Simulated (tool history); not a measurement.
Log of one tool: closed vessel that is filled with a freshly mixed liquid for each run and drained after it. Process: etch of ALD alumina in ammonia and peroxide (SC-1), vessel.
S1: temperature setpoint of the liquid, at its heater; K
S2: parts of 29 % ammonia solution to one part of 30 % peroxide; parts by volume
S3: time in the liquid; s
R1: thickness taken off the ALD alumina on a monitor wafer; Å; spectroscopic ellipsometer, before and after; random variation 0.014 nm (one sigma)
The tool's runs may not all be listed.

Run 1, hour 0.0: S1 321.15 K, S2 0.65 parts by volume, S3 80 s. Result: R1 38.931 Å.
Run 2, hour 5.2: S1 319.65 K, S2 0.65 parts by volume, S3 80 s. Result: R1 36.026 Å.
Run 3, hour 10.4: S1 318.15 K, S2 0.65 parts by volume, S3 80 s. Result: R1 32.667 Å.
Run 4, hour 15.1: S1 318.15 K, S2 0.55 parts by volume, S3 80 s. Result: R1 33.018 Å.
Run 5, hour 18.7: S1 317.15 K, S2 0.55 parts by volume, S3 80 s. Result: R1 30.460 Å.
Run 6, hour 26.0: S1 324.15 K, S2 0.55 parts by volume, S3 80 s. Result: R1 45.682 Å.

The next listed run, before its measurement:
Run 7, hour 31.0: S1 321.65 K, S2 0.55 parts by volume, S3 80 s. Result: R1 ?.

{"run 7": {"R1": 39.968}}
